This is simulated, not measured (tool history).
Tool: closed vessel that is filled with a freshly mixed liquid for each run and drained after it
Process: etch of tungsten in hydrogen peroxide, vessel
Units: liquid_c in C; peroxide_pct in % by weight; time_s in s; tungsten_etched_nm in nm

run 1 hour=0.0 | liquid_c=53.0 peroxide_pct=18.0 time_s=95 | tungsten_etched_nm=321.86
run 2 hour=6.0 | liquid_c=53.0 peroxide_pct=16.5 time_s=95 | tungsten_etched_nm=310.31
run 3 hour=10.4 | liquid_c=53.5 peroxide_pct=16.5 time_s=95 | tungsten_etched_nm=317.32
run 4 hour=15.5 | liquid_c=53.5 peroxide_pct=16.5 time_s=95 | tungsten_etched_nm=316.52
run 5 hour=17.4 | liquid_c=50.0 peroxide_pct=16.5 time_s=95 | tungsten_etched_nm=257.47
run 6 hour=24.1 | liquid_c=44.5 peroxide_pct=16.5 time_s=95 | tungsten_etched_nm=180.27
run 7 hour=27.5 | liquid_c=46.0 peroxide_pct=16.5 time_s=95 | tungsten_etched_nm=200.51
run 8 hour=30.5 | liquid_c=47.5 peroxide_pct=16.5 time_s=95 | tungsten_etched_nm=219.23
run 9 hour=35.3 | liquid_c=49.0 peroxide_pct=16.5 time_s=95 | tungsten_etched_nm=240.87

Run 10 comes next. What will it give?
run 10 hour=40.8 | liquid_c=50.0 peroxide_pct=16.5 time_s=95 | tungsten_etched_nm=?

tungsten_etched_nm: 257.60 nm

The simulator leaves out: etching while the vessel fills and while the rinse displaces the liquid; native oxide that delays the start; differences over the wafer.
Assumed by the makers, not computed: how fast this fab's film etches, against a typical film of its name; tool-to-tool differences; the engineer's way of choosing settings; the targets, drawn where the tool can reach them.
